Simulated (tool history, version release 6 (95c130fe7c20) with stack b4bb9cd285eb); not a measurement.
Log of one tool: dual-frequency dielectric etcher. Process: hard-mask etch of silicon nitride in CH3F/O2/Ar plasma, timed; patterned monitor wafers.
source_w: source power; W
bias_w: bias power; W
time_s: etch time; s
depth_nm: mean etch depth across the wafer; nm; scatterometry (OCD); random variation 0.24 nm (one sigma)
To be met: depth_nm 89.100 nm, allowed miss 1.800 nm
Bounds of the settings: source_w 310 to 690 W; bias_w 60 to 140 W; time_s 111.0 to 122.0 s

Run 1, hour 0.0: source_w 500 W, bias_w 100 W, time_s 122.0 s. Result: depth_nm 101.680 nm.
Run 2, hour 1.4: source_w 500 W, bias_w 117 W, time_s 122.0 s. Result: depth_nm 111.540 nm.
Run 3, hour 2.8: source_w 500 W, bias_w 117 W, time_s 122.0 s. Result: depth_nm 111.200 nm.
Run 4, hour 8.9: source_w 470 W, bias_w 113 W, time_s 121.5 s. Result: depth_nm 106.000 nm.
Run 5, hour 15.3: source_w 470 W, bias_w 102 W, time_s 121.5 s. Result: depth_nm 100.380 nm.
Run 6, hour 17.4: source_w 450 W, bias_w 101 W, time_s 121.5 s. Result: depth_nm 98.102 nm.
Run 7, hour 25.2: source_w 430 W, bias_w 100 W, time_s 121.5 s. Result: depth_nm 95.904 nm.
Run 8, hour 27.9: source_w 420 W, bias_w 100 W, time_s 121.5 s. Result: depth_nm 94.610 nm.
Run 9, hour 28.7: source_w 410 W, bias_w 100 W, time_s 121.5 s. Result: depth_nm 94.276 nm.
At hour 31.2: source power generator calibrated.
Run 10, hour 31.2: source_w 400 W, bias_w 100 W, time_s 121.5 s. Result: depth_nm 95.049 nm.
Run 11, hour 38.9: source_w 390 W, bias_w 99 W, time_s 121.5 s. Result: depth_nm 93.252 nm.

4 next moves are on the table. One of them brings every result within its allowed miss. Which?
Run A, hour 46.6: source_w 310 W, bias_w 111 W, time_s 112.0 s. Result: depth_nm ?.
Run B, hour 46.6: source_w 390 W, bias_w 97 W, time_s 116.5 s. Result: depth_nm ?.
Run C, hour 46.6: source_w 460 W, bias_w 96 W, time_s 122.0 s. Result: depth_nm ?.
Run D, hour 46.6: source_w 380 W, bias_w 105 W, time_s 120.0 s. Result: depth_nm ?.

move  depth_nm
   A    84.235
   B    88.404
   C    98.000
   D    94.408
A: takes the result that was furthest off past its target
B: meets every target
C: further off than the last run
D: further off than the last run
The right move is B.

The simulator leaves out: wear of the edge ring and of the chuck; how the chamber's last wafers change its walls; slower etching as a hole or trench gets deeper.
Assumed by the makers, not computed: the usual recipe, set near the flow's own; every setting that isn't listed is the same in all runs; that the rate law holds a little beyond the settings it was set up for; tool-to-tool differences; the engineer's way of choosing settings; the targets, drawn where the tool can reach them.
